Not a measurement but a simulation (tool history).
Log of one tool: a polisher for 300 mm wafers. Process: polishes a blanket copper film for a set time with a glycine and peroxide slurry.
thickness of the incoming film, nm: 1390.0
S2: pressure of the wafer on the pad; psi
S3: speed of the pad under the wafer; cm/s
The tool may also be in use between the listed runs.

{"run": 1, "hour": 0.0, "flow of slurry (ml/min)": 190, "S2": 3.2, "S3": 76, "polishing time (s)": 32, "film removed (angstrom)": 1766.8}
{"run": 2, "hour": 2.0, "flow of slurry (ml/min)": 185, "S2": 3.0, "S3": 76, "polishing time (s)": 32, "film removed (angstrom)": 1666.0}
{"run": 3, "hour": 4.7, "flow of slurry (ml/min)": 185, "S2": 3.0, "S3": 76, "polishing time (s)": 32, "film removed (angstrom)": 1674.4}
{"run": 4, "hour": 10.8, "flow of slurry (ml/min)": 185, "S2": 3.0, "S3": 94, "polishing time (s)": 32, "film removed (angstrom)": 1978.3}
{"run": 5, "hour": 13.0, "flow of slurry (ml/min)": 185, "S2": 2.5, "S3": 94, "polishing time (s)": 32, "film removed (angstrom)": 1688.2}
{"run": 6, "hour": 18.3, "flow of slurry (ml/min)": 180, "S2": 2.4, "S3": 94, "polishing time (s)": 32, "film removed (angstrom)": 1653.1}
{"run": 7, "hour": 24.8, "flow of slurry (ml/min)": 175, "S2": 2.1, "S3": 94, "polishing time (s)": 32, "film removed (angstrom)": 1455.7}

Run 8 comes next. What will it give?
{"run": 8, "hour": 28.7, "flow of slurry (ml/min)": 175, "S2": 2.1, "S3": 94, "polishing time (s)": 32, "film removed (angstrom)": "?"}

film removed (angstrom): 1480.5
